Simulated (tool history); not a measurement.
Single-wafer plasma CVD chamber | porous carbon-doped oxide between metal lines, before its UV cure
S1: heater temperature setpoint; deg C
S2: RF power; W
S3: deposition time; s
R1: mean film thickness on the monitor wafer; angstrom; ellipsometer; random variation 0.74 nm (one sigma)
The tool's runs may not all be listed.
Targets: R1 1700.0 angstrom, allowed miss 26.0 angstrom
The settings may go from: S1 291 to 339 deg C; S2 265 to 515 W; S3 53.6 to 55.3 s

run	hour	S1	S2	S3	R1
1	0.0	315	390	53.6	2133.2
2	3.1	320	375	53.6	1995.6
3	4.3	324	370	53.6	1937.7
4	12.5	324	370	53.6	1920.3
5	20.9	324	340	53.6	1785.8
6	26.7	324	390	53.6	2055.0
7	35.4	327	380	53.6	1953.6
8	41.7	329	375	53.6	1898.2
9	48.2	331	370	53.6	1857.5
# hour 56.1: RF generator calibrated
10	56.1	333	365	53.6	1884.0
11	64.0	335	300	53.6	1516.2
12	71.4	335	300	53.6	1510.9
13	75.2	330	300	53.6	1555.1

Which of these 4 next moves meets every target?
A	79.0	339	280	53.6	?
B	79.0	322	320	55.3	?
C	79.0	335	330	54.4	?
D	79.0	330	305	55.2	?

move	R1
A	1388.9
B	1807.1
C	1712.5
D	1641.1
A: further off than the last run
B: takes the result that was furthest off past its target
C: meets every target
D: nearer than the last run, and not there yet
Move C is the one to make.
